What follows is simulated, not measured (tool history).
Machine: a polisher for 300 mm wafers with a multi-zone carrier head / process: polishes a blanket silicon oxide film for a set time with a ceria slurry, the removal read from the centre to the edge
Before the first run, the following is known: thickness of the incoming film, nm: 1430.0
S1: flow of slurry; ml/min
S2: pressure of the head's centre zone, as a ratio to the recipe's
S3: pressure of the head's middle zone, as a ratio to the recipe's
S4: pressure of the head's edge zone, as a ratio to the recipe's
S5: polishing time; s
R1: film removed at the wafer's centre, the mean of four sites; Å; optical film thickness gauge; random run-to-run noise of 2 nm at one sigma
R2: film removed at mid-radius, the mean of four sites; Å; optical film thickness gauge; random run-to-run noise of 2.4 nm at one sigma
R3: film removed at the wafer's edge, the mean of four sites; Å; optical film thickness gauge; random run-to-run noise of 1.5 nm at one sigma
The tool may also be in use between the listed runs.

run	day	S1	S2	S3	S4	S5	R1	R2	R3
1	0.000	265	1.00	1.00	1.00	70	2921.2	2942.2	2843.6
2	0.142	265	0.99	0.99	0.99	67	2810.5	2874.1	2760.7
3	0.300	265	0.92	0.99	0.99	67	2683.1	2867.8	2708.3
4	0.629	265	0.85	0.99	0.99	67	2438.5	2818.2	2738.2
5	0.962	265	0.85	0.99	0.99	60	2231.2	2515.3	2456.3
6	1.138	265	0.85	0.98	0.98	58	2128.4	2434.7	2332.3
7	1.442	260	0.86	0.96	0.97	56	2053.6	2320.2	2252.8
8	1.467	260	0.87	0.95	0.96	55	2041.9	2183.1	2214.1
# day 1.542: edge zone pressure recalibrated
9	1.542	260	0.88	0.95	0.95	54	2040.9	2225.9	2272.1
10	1.667	260	0.89	0.95	0.97	52	1968.2	2160.1	2152.3
11	1.888	260	0.90	0.95	0.96	50	1906.5	2065.6	2125.9
12	2.104	260	0.93	0.96	0.94	48	1888.1	1994.8	2021.2
13	2.138	240	0.96	0.91	0.84	41	1629.0	1587.5	1635.0

Run 14, settings as shown, results not yet in. Your forecast:
14	2.250	245	0.96	0.91	0.84	41	?	?	?

{"run 14": {"R1": 1690.7, "R2": 1604.3, "R3": 1618.2}}
